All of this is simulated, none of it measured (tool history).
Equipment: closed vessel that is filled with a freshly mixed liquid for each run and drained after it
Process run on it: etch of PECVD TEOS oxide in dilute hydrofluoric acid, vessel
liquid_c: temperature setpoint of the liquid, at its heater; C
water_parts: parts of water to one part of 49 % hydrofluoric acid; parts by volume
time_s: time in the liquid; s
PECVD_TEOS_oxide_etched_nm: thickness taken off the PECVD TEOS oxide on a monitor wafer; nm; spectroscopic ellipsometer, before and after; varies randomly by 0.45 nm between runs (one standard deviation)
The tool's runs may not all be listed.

run	hour	liquid_c	water_parts	time_s	PECVD_TEOS_oxide_etched_nm
1	0	23	210	1340	75.43
2	2.5	22	215	1340	70.897
3	5	22	215	1435	74.998
4	8	21	220	1435	71.352
5	16.9	20.5	225	1435	67.512
6	19.5	20	225	1435	66.404

Estimate the outcome of run 7 from the log above:
7	27.6	19.5	225	1435	?

PECVD_TEOS_oxide_etched_nm: 64.535 nm

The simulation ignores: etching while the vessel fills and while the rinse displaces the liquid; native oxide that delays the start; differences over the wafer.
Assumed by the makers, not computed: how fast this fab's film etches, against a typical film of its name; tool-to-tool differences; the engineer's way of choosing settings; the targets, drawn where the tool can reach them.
